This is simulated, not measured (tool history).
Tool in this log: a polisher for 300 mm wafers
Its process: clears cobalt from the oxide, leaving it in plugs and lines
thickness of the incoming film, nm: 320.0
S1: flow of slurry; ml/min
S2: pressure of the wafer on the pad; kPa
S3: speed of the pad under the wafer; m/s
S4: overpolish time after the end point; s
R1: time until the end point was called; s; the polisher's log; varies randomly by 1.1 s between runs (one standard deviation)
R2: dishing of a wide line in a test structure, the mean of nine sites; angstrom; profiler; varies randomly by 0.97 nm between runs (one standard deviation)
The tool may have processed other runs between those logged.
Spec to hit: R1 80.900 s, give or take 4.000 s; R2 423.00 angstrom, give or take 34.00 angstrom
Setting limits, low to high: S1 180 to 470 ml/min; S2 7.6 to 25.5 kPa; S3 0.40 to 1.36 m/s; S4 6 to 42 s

run 1 hour=0.0 | S1=300 S2=16.5 S3=0.88 S4=21 | R1=60.977 R2=514.94
run 2 hour=6.6 | S1=300 S2=17.9 S3=0.88 S4=21 | R1=56.202 R2=502.54
run 3 hour=14.1 | S1=300 S2=20.7 S3=0.88 S4=21 | R1=48.429 R2=540.39
run 4 hour=21.9 | S1=300 S2=18.6 S3=0.88 S4=21 | R1=55.153 R2=531.36
run 5 hour=23.7 | S1=300 S2=17.9 S3=0.88 S4=20 | R1=56.521 R2=511.42
run 6 hour=28.1 | S1=300 S2=17.2 S3=0.88 S4=19 | R1=58.681 R2=485.88
run 7 hour=29.8 | S1=300 S2=16.5 S3=0.88 S4=19 | R1=61.506 R2=465.49
run 8 hour=38.6 | S1=300 S2=15.9 S3=0.88 S4=19 | R1=62.456 R2=486.11
run 9 hour=40.5 | S1=300 S2=15.2 S3=0.88 S4=18 | R1=67.381 R2=452.84
run 10 hour=49.2 | S1=300 S2=14.5 S3=0.88 S4=18 | R1=67.582 R2=437.34
run 11 hour=56.6 | S1=300 S2=13.8 S3=0.88 S4=18 | R1=72.781 R2=429.29

Pick the move, out of 5, that brings all results within their allowed miss; only one does.
run A hour=64.0 | S1=320 S2=15.9 S3=0.88 S4=13 | R1=? R2=?
run B hour=64.0 | S1=270 S2=11.7 S3=0.92 S4=19 | R1=? R2=?
run C hour=64.0 | S1=220 S2=14.5 S3=0.82 S4=25 | R1=? R2=?
run D hour=64.0 | S1=320 S2=13.8 S3=0.92 S4=15 | R1=? R2=?
run E hour=64.0 | S1=310 S2=21.4 S3=0.70 S4=13 | R1=? R2=?

move=A R1=62.938 R2=384.80
move=B R1=81.595 R2=411.87
move=C R1=75.564 R2=484.08
move=D R1=68.998 R2=396.30
move=E R1=58.850 R2=399.35
A: moves away from the targets compared with the last run
B: all results in spec
C: better than the last run, though not everything is in spec
D: moves away from the targets compared with the last run
E: moves away from the targets compared with the last run
So the answer is move B, the one that meets all the targets.
